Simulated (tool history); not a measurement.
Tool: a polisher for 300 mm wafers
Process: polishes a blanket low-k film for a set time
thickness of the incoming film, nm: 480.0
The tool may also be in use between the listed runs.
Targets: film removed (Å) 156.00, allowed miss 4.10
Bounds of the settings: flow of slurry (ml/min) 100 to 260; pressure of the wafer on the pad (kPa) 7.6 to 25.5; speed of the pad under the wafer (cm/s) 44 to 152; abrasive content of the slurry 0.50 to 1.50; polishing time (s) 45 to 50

run	hour	flow of slurry (ml/min)	pressure of the wafer on the pad (kPa)	speed of the pad under the wafer (cm/s)	abrasive content of the slurry	polishing time (s)	film removed (Å)
1	0.0	165	16.5	98	1.00	50	264.31
2	3.5	155	13.8	98	1.00	50	237.42
3	7.6	155	17.2	98	1.00	50	266.75
4	15.9	155	17.2	98	1.00	50	267.31
5	23.6	155	17.2	98	1.00	50	267.81
6	26.2	180	17.2	98	1.00	50	274.82
7	27.8	170	14.5	92	1.00	50	234.99
8	33.4	160	12.4	88	1.00	50	206.23
9	35.9	150	11.0	86	1.00	50	193.09
10	43.0	145	9.7	84	1.00	50	176.18
11	45.5	140	9.0	84	1.00	50	166.66

4 next moves are on the table. One of them brings every result within its allowed miss. Which?
A	48.0	120	8.3	94	0.90	49	?
B	48.0	185	9.0	76	1.25	50	?
C	48.0	180	11.7	72	1.15	47	?
D	48.0	105	9.0	94	1.40	49	?

move	film removed (Å)
A	156.76
B	180.39
C	179.90
D	186.84
A: meets every target
B: further off than the last run
C: further off than the last run
D: further off than the last run
The right move is A.
